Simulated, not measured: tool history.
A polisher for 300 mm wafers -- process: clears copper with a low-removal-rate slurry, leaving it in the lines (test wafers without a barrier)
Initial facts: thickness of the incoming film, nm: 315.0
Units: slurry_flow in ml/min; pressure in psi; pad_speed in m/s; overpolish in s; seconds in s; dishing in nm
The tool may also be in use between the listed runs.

run	hour	slurry_flow	pressure	pad_speed	slurry_solids	overpolish	seconds	dishing
1	0	310	2.2	0.86	1	23	141.8	33.923
2	6	270	2.2	0.86	1	23	144.79	33.738
3	11	270	2	0.84	1	21	159.92	28.29
4	17.5	270	1.8	0.82	1	20	176.84	25.523
5	18.8	215	1.8	0.82	1	20	185.62	23.651
6	21.4	215	1.8	0.82	1	11	183.07	13.995

What will run 7 give?
7	23.2	210	1.6	0.8	1	12	?	?

Run 7 measured seconds 209.92 s, dishing 13.664 nm.
